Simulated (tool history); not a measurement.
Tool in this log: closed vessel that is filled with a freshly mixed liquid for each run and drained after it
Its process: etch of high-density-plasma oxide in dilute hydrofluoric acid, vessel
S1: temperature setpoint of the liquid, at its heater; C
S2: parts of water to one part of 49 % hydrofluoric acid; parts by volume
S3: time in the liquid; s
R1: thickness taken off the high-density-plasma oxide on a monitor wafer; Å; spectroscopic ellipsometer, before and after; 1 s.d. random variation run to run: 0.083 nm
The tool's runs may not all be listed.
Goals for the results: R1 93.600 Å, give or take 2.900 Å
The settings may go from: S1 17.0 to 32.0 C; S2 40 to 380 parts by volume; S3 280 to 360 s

run,day,S1,S2,S3,R1
1,0.000,24.0,210,360,115.500
2,0.258,23.0,210,360,112.130
3,0.550,22.0,210,360,107.230
4,0.596,22.0,135,360,181.010
5,0.754,24.5,135,360,196.640
6,1.083,23.5,150,360,166.800
7,1.179,22.5,160,360,151.330
8,1.350,18.5,220,355,86.238
9,1.638,19.0,220,355,88.755

Which one of the following 5 next-run settings gets every result inside its allowed miss? There is exactly one.
A,1.925,17.0,190,305,?
B,1.925,17.0,160,280,?
C,1.925,21.0,240,340,?
D,1.925,18.5,205,335,?
E,1.925,20.5,240,360,?

move,R1
A,84.624
B,94.896
C,83.165
D,90.149
E,86.426
A: further off than the last run
B: every result lands within tolerance
C: further off than the last run
D: better than the last run, though not everything is in spec
E: further off than the last run
Go with B: it meets all targets.
